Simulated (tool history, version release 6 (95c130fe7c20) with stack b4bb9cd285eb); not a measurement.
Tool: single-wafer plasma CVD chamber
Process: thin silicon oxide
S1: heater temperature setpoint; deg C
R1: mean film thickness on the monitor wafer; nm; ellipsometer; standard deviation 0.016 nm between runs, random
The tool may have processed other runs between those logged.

run 1 day=0 | S1=375 chamber_pressure_(mTorr)=784 RF_power_(W)=330 deposition_time_(s)=5.75 | R1=10.685
run 2 day=0.3 | S1=375 chamber_pressure_(mTorr)=887 RF_power_(W)=330 deposition_time_(s)=5.75 | R1=11.847
run 3 day=0.579 | S1=375 chamber_pressure_(mTorr)=760 RF_power_(W)=330 deposition_time_(s)=5.75 | R1=10.46
run 4 day=0.654 | S1=375 chamber_pressure_(mTorr)=893 RF_power_(W)=330 deposition_time_(s)=5.75 | R1=11.932
run 5 day=0.804 | S1=375 chamber_pressure_(mTorr)=893 RF_power_(W)=330 deposition_time_(s)=5.75 | R1=11.955
run 6 day=1.088 | S1=375 chamber_pressure_(mTorr)=893 RF_power_(W)=330 deposition_time_(s)=5.75 | R1=11.921
run 7 day=1.442 | S1=375 chamber_pressure_(mTorr)=781 RF_power_(W)=325 deposition_time_(s)=5.75 | R1=10.593
run 8 day=1.492 | S1=375 chamber_pressure_(mTorr)=699 RF_power_(W)=320 deposition_time_(s)=5.75 | R1=9.5333

Run 9 has not been measured yet. What should we expect?
run 9 day=1.85 | S1=375 chamber_pressure_(mTorr)=699 RF_power_(W)=320 deposition_time_(s)=5.75 | R1=?

R1: 9.5468 nm

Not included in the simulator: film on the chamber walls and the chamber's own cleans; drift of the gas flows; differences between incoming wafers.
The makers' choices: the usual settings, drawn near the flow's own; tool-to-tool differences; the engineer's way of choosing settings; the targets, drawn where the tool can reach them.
